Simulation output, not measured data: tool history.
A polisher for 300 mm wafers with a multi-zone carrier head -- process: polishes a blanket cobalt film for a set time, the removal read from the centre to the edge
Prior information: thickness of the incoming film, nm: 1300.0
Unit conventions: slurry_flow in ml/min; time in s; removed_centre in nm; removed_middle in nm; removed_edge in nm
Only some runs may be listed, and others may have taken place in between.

Run 1, hour 0: slurry_flow 170 ml/min, centre_zone 1, middle_zone 1, edge_zone 1, time 83 s. Result: removed_centre 370.75 nm, removed_middle 366.99 nm, removed_edge 367.63 nm.
Run 2, hour 2.5: slurry_flow 135 ml/min, centre_zone 1, middle_zone 1, edge_zone 1, time 83 s. Result: removed_centre 348.01 nm, removed_middle 354.4 nm, removed_edge 354.03 nm.
Run 3, hour 7.7: slurry_flow 135 ml/min, centre_zone 1, middle_zone 1, edge_zone 0.94, time 83 s. Result: removed_centre 344.36 nm, removed_middle 350.64 nm, removed_edge 348.77 nm.
Run 4, hour 16.4: slurry_flow 135 ml/min, centre_zone 0.95, middle_zone 1, edge_zone 0.94, time 83 s. Result: removed_centre 337.16 nm, removed_middle 337.81 nm, removed_edge 342.23 nm.
Run 5, hour 22.1: slurry_flow 135 ml/min, centre_zone 0.95, middle_zone 0.96, edge_zone 0.94, time 83 s. Result: removed_centre 332.36 nm, removed_middle 333.52 nm, removed_edge 341.65 nm.
Run 6, hour 25.6: slurry_flow 135 ml/min, centre_zone 0.95, middle_zone 1.01, edge_zone 0.94, time 83 s. Result: removed_centre 329.5 nm, removed_middle 347.93 nm, removed_edge 343.22 nm.
Run 7, hour 28.6: slurry_flow 135 ml/min, centre_zone 0.94, middle_zone 1.03, edge_zone 0.91, time 80 s. Result: removed_centre 320.93 nm, removed_middle 328.96 nm, removed_edge 320.85 nm.
Run 8, hour 32: slurry_flow 125 ml/min, centre_zone 0.92, middle_zone 1.07, edge_zone 0.92, time 80 s. Result: removed_centre 304.37 nm, removed_middle 337.98 nm, removed_edge 323.68 nm.

Run 9 is up next; what results do you expect?
Run 9, hour 39.8: slurry_flow 120 ml/min, centre_zone 0.91, middle_zone 1.09, edge_zone 0.9, time 79 s. Result: removed_centre ?, removed_middle ?, removed_edge ?.

removed_centre: 289.94 nm
removed_middle: 344.86 nm
removed_edge: 315 nm
